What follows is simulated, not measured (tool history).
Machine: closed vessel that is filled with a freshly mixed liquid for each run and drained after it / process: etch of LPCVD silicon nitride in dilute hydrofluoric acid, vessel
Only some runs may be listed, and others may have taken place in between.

run	hour	temperature setpoint of the liquid (K)	parts of water to one part of 49 % hydrofluoric acid (parts by volume)	time in the liquid (s)	thickness taken off the LPCVD silicon nitride on a monitor wafer (Å)
1	0	296.15	150	790	27.488
2	5.9	293.65	150	790	23.183
3	12	293.65	150	790	23.328
4	12.6	295.15	150	790	25.856
5	15	297.15	150	790	29.49
6	16.4	297.65	150	790	30.59
7	17.3	298.15	150	790	31.422
8	22.7	298.65	150	790	32.294
9	29.8	299.15	150	790	33.458

Forecast run 10:
10	33.7	299.65	150	790	?

Run 10 measured thickness taken off the LPCVD silicon nitride on a monitor wafer (Å) 34.454.
